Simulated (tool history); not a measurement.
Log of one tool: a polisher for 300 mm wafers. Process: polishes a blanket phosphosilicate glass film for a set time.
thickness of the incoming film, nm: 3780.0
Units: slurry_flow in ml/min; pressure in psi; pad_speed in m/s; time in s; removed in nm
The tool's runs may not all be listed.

| run | day | slurry_flow | pressure | pad_speed | slurry_solids | time | removed |
|---|---|---|---|---|---|---|---|
| 1 | 0 | 290 | 4.2 | 1.14 | 1 | 116 | 1195.7 |
| 2 | 0.279 | 230 | 4.2 | 1.14 | 1 | 116 | 1183 |
| 3 | 0.579 | 230 | 4.2 | 1.14 | 1 | 122 | 1245.3 |
| 4 | 0.867 | 295 | 4.2 | 1.14 | 1 | 122 | 1268 |
| 5 | 1.142 | 295 | 4.2 | 1.14 | 1.1 | 122 | 1326 |
| 6 | 1.408 | 295 | 4.2 | 1.36 | 1.1 | 122 | 1467.6 |
| 7 | 1.712 | 295 | 4.8 | 1.38 | 1.1 | 122 | 1615.2 |

Run 8 comes next. What will it give?
| 8 | 1.75 | 295 | 5.3 | 1.42 | 1.1 | 122 | ? |

Run 8 yielded removed 1786.6 nm.
